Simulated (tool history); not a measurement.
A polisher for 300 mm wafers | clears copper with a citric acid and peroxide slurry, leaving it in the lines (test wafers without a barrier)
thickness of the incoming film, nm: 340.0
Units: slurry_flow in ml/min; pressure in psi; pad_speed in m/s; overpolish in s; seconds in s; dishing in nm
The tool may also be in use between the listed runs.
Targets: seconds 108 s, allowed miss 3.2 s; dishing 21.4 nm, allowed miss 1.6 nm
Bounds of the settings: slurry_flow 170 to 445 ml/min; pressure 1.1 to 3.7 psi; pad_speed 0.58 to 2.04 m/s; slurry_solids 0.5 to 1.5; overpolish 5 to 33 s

run	hour	slurry_flow	pressure	pad_speed	slurry_solids	overpolish	seconds	dishing
1	0	285	2.4	1.3	1	17	178.2	21.698
2	2.1	335	2.4	1.3	1	17	177.21	22.213
3	2.7	335	1.9	1.3	1	17	202.06	19.819
4	4	335	2.5	1.36	1	14	162.2	20.655
# hour 10.2: worn pad replaced by a new one
5	10.2	335	2.5	1.66	1	14	122.85	25.292
6	15.1	335	2.5	1.5	1	14	137.2	22.562
7	18.5	345	2.7	1.5	1	13	128.89	23.226
8	27.5	345	3.3	1.52	1	7	112.85	15.095
9	36.1	350	3.3	1.54	1	8	112.3	17.642
10	39.6	355	3.3	1.54	1	9	109.97	19.497

4 next moves are on the table. One of them brings every result within its allowed miss. Which?
A	43.1	350	3.3	1.66	0.85	8	?	?
B	43.1	410	2.7	1.62	1.3	9	?	?
C	43.1	385	3.3	1.5	1.2	12	?	?
D	43.1	375	3.1	1.7	0.9	10	?	?

move	seconds	dishing
A	107.33	17.324
B	113.96	18.221
C	109.84	24.662
D	107.62	21.236
A: further off than the last run
B: further off than the last run
C: takes the result that was furthest off past its target
D: meets every target
Answer: D
